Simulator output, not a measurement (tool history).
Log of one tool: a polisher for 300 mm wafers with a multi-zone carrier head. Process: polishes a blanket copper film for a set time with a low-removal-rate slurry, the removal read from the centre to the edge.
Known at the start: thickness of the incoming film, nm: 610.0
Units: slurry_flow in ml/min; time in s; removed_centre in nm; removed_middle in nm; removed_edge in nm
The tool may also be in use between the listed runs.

run,hour,slurry_flow,centre_zone,middle_zone,edge_zone,slurry_solids,time,removed_centre,removed_middle,removed_edge
1,0,205,1,1,1,1,35,58.725,59.347,58.387
2,7.7,205,1.04,1,1,1,35,61.109,59.122,58.384
3,11.3,225,1.08,1.01,1.05,1.1,35,64.916,61.712,61.599
4,18.9,175,1.08,1.01,1.05,1.1,35,61.831,59.287,58.854
5,24.2,175,1.08,1.01,1.05,1.1,39,70.097,65.627,65.883
6,25.1,205,1.08,1.01,1.05,1.1,39,71.982,69.204,67.865
7,32.5,215,1.11,0.99,1.07,1.1,39,72.876,66.819,68.039
8,40,225,1.13,0.98,1.08,1.15,39,76.967,69.424,70.931
9,45.1,225,1.14,0.97,1.08,1.15,39,77.129,67.491,70.536

Forecast run 10:
10,51.5,230,1.15,0.97,1.08,1.15,39,?,?,?

Run 10 gave removed_centre 76.298 nm, removed_middle 68.017 nm, removed_edge 71.078 nm.
